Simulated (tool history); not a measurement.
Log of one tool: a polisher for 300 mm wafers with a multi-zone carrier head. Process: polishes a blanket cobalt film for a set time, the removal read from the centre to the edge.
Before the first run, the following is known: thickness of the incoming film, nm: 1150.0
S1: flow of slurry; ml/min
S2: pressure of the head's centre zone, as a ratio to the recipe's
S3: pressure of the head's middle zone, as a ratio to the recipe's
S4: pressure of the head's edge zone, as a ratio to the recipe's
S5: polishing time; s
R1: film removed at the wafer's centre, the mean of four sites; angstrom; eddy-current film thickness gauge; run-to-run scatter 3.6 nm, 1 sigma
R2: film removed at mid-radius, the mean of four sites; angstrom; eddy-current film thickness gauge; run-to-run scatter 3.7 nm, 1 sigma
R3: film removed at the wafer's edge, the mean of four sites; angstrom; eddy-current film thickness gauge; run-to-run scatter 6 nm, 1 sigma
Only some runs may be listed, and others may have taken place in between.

run	day	S1	S2	S3	S4	S5	R1	R2	R3
1	0.000	170	1.00	1.00	1.00	47	3165.4	3213.9	3061.2
2	0.279	175	1.01	1.01	1.05	50	3364.4	3445.1	3306.0
3	0.600	180	1.02	1.01	1.08	53	3617.7	3724.3	3609.7
4	0.933	190	1.03	1.01	1.11	55	3837.3	3847.2	3833.2
5	1.279	200	1.04	1.02	1.13	56	3957.9	3997.5	3865.1
6	1.608	195	1.04	1.02	1.14	58	4093.7	4151.6	4013.0
7	1.771	195	1.04	1.02	1.14	58	4192.0	4121.2	4089.4

Predict the results of run 8:
8	1.962	200	1.03	1.02	1.15	59	?	?	?

Run 8 measured R1 4136.7 angstrom, R2 4205.1 angstrom, R3 4214.6 angstrom.

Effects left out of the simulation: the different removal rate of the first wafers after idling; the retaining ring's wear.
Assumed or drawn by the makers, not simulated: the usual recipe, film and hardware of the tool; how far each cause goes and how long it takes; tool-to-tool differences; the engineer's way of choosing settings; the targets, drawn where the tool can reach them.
